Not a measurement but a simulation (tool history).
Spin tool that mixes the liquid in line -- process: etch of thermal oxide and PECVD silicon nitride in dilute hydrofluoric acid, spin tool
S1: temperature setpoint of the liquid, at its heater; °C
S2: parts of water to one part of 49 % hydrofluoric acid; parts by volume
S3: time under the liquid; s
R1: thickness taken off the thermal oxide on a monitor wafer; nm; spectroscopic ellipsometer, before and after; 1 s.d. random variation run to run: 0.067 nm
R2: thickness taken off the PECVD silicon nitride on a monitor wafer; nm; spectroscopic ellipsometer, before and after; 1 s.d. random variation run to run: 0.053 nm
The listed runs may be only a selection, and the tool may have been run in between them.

run 1 day=0.000 | S1=24 S2=165 S3=180 | R1=4.5349 R2=3.2213
run 2 day=0.108 | S1=24 S2=150 S3=175 | R1=4.9650 R2=3.4396
run 3 day=0.262 | S1=24 S2=135 S3=170 | R1=5.4990 R2=3.6328
run 4 day=0.367 | S1=24 S2=135 S3=110 | R1=3.5707 R2=2.3242
run 5 day=0.667 | S1=24 S2=135 S3=140 | R1=4.5420 R2=2.9654
run 6 day=0.988 | S1=24 S2=135 S3=200 | R1=6.4160 R2=4.3265
run 7 day=1.046 | S1=24 S2=125 S3=195 | R1=6.8854 R2=4.4551
run 8 day=1.217 | S1=24 S2=120 S3=190 | R1=7.0427 R2=4.5054
run 9 day=1.504 | S1=24 S2=115 S3=190 | R1=7.2187 R2=4.7064
run 10 day=1.625 | S1=24 S2=115 S3=190 | R1=7.3940 R2=4.8181

Predict the results of run 11:
run 11 day=1.846 | S1=24 S2=110 S3=190 | R1=? R2=?

{"run 11": {"R1": 7.747, "R2": 4.9899}}

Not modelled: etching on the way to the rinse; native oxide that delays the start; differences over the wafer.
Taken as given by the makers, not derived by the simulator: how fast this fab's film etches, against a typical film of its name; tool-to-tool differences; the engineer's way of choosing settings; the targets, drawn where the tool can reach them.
